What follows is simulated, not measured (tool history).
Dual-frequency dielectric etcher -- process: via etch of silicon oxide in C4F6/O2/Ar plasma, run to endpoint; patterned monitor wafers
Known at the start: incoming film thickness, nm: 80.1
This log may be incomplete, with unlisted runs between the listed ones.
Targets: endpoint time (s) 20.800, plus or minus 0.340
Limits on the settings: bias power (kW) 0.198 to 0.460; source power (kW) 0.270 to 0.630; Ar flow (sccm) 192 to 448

run,hour,bias power (kW),source power (kW),Ar flow (sccm),endpoint time (s)
1,0.0,0.329,0.450,320,18.627
2,3.5,0.377,0.450,320,17.634
3,9.7,0.398,0.450,320,17.282
4,13.1,0.356,0.440,321,18.314
5,15.4,0.328,0.440,321,18.817
6,16.1,0.306,0.440,321,19.517
# hour 20.3: wet clean of the chamber
7,20.3,0.256,0.430,322,20.408
8,27.9,0.234,0.420,323,21.306

Below are 4 possible settings for the next run. Only one of them brings all results inside the allowed miss of their targets. Which is it?
A,35.5,0.198,0.480,286,?
B,35.5,0.233,0.440,324,?
C,35.5,0.238,0.500,378,?
D,35.5,0.230,0.400,329,?

move,endpoint time (s)
A,21.379
B,20.950
C,20.204
D,21.757
A: its largest miss is bigger than the last run's
B: every result lands within tolerance
C: carries the result that was furthest off beyond its target, to the other side
D: its largest miss is bigger than the last run's
Move B is the one to make.

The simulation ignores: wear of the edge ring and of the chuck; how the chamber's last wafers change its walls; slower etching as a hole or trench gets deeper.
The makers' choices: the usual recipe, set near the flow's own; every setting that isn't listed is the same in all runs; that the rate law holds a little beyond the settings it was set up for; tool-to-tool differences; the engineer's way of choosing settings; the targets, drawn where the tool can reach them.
